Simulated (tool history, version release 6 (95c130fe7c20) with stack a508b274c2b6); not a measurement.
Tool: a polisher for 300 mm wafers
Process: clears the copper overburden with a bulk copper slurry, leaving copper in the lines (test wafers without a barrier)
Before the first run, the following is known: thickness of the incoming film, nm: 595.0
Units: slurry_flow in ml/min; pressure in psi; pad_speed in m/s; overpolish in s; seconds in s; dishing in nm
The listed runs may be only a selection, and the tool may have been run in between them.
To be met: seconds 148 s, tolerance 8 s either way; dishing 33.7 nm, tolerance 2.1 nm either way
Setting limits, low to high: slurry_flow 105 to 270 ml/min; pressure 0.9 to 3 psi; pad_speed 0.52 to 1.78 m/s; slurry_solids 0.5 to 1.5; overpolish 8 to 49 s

Run 1, day 0: slurry_flow 175 ml/min, pressure 1.9 psi, pad_speed 1.14 m/s, slurry_solids 1, overpolish 25 s. Result: seconds 97.5 s, dishing 51.359 nm.
Run 2, day 0.05: slurry_flow 175 ml/min, pressure 1.6 psi, pad_speed 1.16 m/s, slurry_solids 1, overpolish 20 s. Result: seconds 113.89 s, dishing 44.375 nm.
Run 3, day 0.221: slurry_flow 175 ml/min, pressure 1.6 psi, pad_speed 1.16 m/s, slurry_solids 1, overpolish 13 s. Result: seconds 112.46 s, dishing 35.92 nm.
Run 4, day 0.317: slurry_flow 175 ml/min, pressure 1.5 psi, pad_speed 1.16 m/s, slurry_solids 1, overpolish 13 s. Result: seconds 121.03 s, dishing 35.851 nm.
Run 5, day 0.45: slurry_flow 175 ml/min, pressure 1.8 psi, pad_speed 1.16 m/s, slurry_solids 1, overpolish 13 s. Result: seconds 100.61 s, dishing 38.792 nm.
Run 6, day 0.479: slurry_flow 175 ml/min, pressure 1.6 psi, pad_speed 1.16 m/s, slurry_solids 1, overpolish 13 s. Result: seconds 111.37 s, dishing 36.183 nm.
Run 7, day 0.638: slurry_flow 175 ml/min, pressure 1.5 psi, pad_speed 1.16 m/s, slurry_solids 1, overpolish 14 s. Result: seconds 121.23 s, dishing 37.46 nm.
Run 8, day 0.942: slurry_flow 175 ml/min, pressure 1.1 psi, pad_speed 1.14 m/s, slurry_solids 1, overpolish 8 s. Result: seconds 162.3 s, dishing 19.897 nm.
Run 9, day 1.308: slurry_flow 170 ml/min, pressure 1.2 psi, pad_speed 1.1 m/s, slurry_solids 1, overpolish 11 s. Result: seconds 161.48 s, dishing 26.164 nm.
Run 10, day 1.433: slurry_flow 170 ml/min, pressure 1.2 psi, pad_speed 1.1 m/s, slurry_solids 1, overpolish 11 s. Result: seconds 151.94 s, dishing 26.066 nm.
Run 11, day 1.708: slurry_flow 170 ml/min, pressure 1.2 psi, pad_speed 1.08 m/s, slurry_solids 1, overpolish 13 s. Result: seconds 158.95 s, dishing 28.634 nm.
Run 12, day 1.8: slurry_flow 165 ml/min, pressure 1.2 psi, pad_speed 1.08 m/s, slurry_solids 1, overpolish 13 s. Result: seconds 158.29 s, dishing 28.971 nm.
Run 13, day 1.892: slurry_flow 160 ml/min, pressure 1.2 psi, pad_speed 1.08 m/s, slurry_solids 1, overpolish 13 s. Result: seconds 158.74 s, dishing 28.153 nm.
Run 14, day 2.104: slurry_flow 160 ml/min, pressure 1.2 psi, pad_speed 1.06 m/s, slurry_solids 1, overpolish 14 s. Result: seconds 158.01 s, dishing 28.701 nm.
Run 15, day 2.125: slurry_flow 160 ml/min, pressure 1.2 psi, pad_speed 1.06 m/s, slurry_solids 1, overpolish 14 s. Result: seconds 167.97 s, dishing 29.444 nm.
Run 16, day 2.462: slurry_flow 160 ml/min, pressure 1.3 psi, pad_speed 1.06 m/s, slurry_solids 1, overpolish 14 s. Result: seconds 151.37 s, dishing 30.884 nm.
Run 17, day 2.6: slurry_flow 160 ml/min, pressure 1.3 psi, pad_speed 1.06 m/s, slurry_solids 1, overpolish 14 s. Result: seconds 151.72 s, dishing 30.924 nm.
Run 18, day 2.771: slurry_flow 155 ml/min, pressure 1.3 psi, pad_speed 1.06 m/s, slurry_solids 1, overpolish 14 s. Result: seconds 151.56 s, dishing 30.598 nm.

4 candidate next runs follow, results not yet known. Just one meets every target within its allowed miss. Identify it.
Run A, day 2.942: slurry_flow 155 ml/min, pressure 1.5 psi, pad_speed 0.94 m/s, slurry_solids 1.05, overpolish 15 s. Result: seconds ?, dishing ?.
Run B, day 2.942: slurry_flow 165 ml/min, pressure 1.2 psi, pad_speed 1.22 m/s, slurry_solids 1.15, overpolish 11 s. Result: seconds ?, dishing ?.
Run C, day 2.942: slurry_flow 135 ml/min, pressure 1.6 psi, pad_speed 0.86 m/s, slurry_solids 0.95, overpolish 21 s. Result: seconds ?, dishing ?.
Run D, day 2.942: slurry_flow 135 ml/min, pressure 1.6 psi, pad_speed 0.92 m/s, slurry_solids 0.95, overpolish 12 s. Result: seconds ?, dishing ?.

move  seconds  dishing
   A   145.49   33.914
   B   138.79   28.169
   C   155.61    39.78
   D   146.91   29.222
A: every result within its allowed miss
B: its largest miss is bigger than the last run's
C: moves the result that the last run missed by most past its target, out the other side
D: its largest miss is bigger than the last run's
Answer: A
